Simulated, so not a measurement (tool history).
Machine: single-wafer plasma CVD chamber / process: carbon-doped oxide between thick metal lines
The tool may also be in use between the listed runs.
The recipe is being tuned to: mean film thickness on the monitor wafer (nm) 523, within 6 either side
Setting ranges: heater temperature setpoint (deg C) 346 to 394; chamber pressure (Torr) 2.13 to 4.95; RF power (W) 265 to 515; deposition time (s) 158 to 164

| run | hour | heater temperature setpoint (deg C) | chamber pressure (Torr) | RF power (W) | deposition time (s) | mean film thickness on the monitor wafer (nm) |
|---|---|---|---|---|---|---|
| 1 | 0 | 370 | 3.54 | 390 | 158 | 599.46 |
| 2 | 3.8 | 373 | 3.26 | 385 | 158 | 583.45 |
| 3 | 6.8 | 376 | 3.02 | 380 | 158 | 569.64 |
| 4 | 12.9 | 384 | 3.02 | 380 | 158 | 560.97 |
| 5 | 14.7 | 374 | 3.02 | 380 | 158 | 571.43 |
| 6 | 19.9 | 376 | 2.82 | 375 | 158 | 559.21 |
| 7 | 28.5 | 378 | 2.66 | 370 | 158 | 550.04 |
| 8 | 36 | 387 | 2.13 | 355 | 158 | 513.65 |
| 9 | 44.1 | 386 | 2.17 | 355 | 158 | 515.02 |
| 10 | 45.6 | 385 | 2.2 | 355 | 158 | 516.98 |

Which of these 5 next moves meets every target?
| A | 47.1 | 381 | 2.36 | 340 | 164 | ? |
| B | 47.1 | 393 | 2.42 | 355 | 158 | ? |
| C | 47.1 | 382 | 2.19 | 335 | 163 | ? |
| D | 47.1 | 380 | 2.19 | 345 | 159 | ? |
| E | 47.1 | 394 | 2.25 | 350 | 161 | ? |

| move | mean film thickness on the monitor wafer (nm) |
|---|---|
| A | 520.25 |
| B | 510.74 |
| C | 507.35 |
| D | 510.78 |
| E | 511.04 |
A: in spec on every target
B: its largest miss is bigger than the last run's
C: its largest miss is bigger than the last run's
D: its largest miss is bigger than the last run's
E: its largest miss is bigger than the last run's
Answer: A

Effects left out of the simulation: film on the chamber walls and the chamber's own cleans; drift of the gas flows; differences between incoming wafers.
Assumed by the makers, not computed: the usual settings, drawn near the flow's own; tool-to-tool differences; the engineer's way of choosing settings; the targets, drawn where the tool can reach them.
